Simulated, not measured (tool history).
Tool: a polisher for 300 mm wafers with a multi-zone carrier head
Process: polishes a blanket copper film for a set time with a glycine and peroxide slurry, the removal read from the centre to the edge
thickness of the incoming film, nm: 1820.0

run	day	flow of slurry (ml/min)	pressure of the head's centre zone	pressure of the head's middle zone	pressure of the head's edge zone	polishing time (s)	film removed at the wafer's centre (angstrom)	film removed at mid-radius (angstrom)	film removed at the wafer's edge (angstrom)
1	0.000	200	1.00	1.00	1.00	82	5649.6	5803.5	5649.3
2	0.108	200	1.00	1.00	1.01	84	5683.2	5706.6	5661.8
3	0.475	185	1.00	1.00	1.01	84	5537.9	5870.3	5724.6
4	0.725	185	1.00	1.00	1.02	87	5765.0	5976.5	5888.8
5	1.096	185	1.00	1.00	1.03	89	5816.1	6215.6	6110.6
6	1.471	190	1.01	1.00	1.04	91	6067.4	6377.1	6361.5
7	1.746	195	1.02	1.01	1.05	92	6247.0	6425.4	6291.6
8	1.833	195	1.02	1.01	1.05	94	6372.4	6468.5	6614.2
9	2.133	195	1.02	1.02	1.05	95	6510.4	6745.2	6709.4
10	2.392	200	1.02	1.02	1.06	96	6643.2	6851.3	6722.0
11	2.512	200	1.02	1.02	1.06	97	6669.7	6935.0	6688.3
12	2.833	195	1.02	1.02	1.06	98	6827.2	6869.2	6972.3
13	3.158	195	1.02	1.02	1.06	99	6747.7	6973.0	6806.2

Forecast run 14:
14	3.217	195	1.02	1.02	1.06	99	?	?	?

{"run 14": {"film removed at the wafer's centre (angstrom)": 6853.1, "film removed at mid-radius (angstrom)": 6716.5, "film removed at the wafer's edge (angstrom)": 6940.6}}

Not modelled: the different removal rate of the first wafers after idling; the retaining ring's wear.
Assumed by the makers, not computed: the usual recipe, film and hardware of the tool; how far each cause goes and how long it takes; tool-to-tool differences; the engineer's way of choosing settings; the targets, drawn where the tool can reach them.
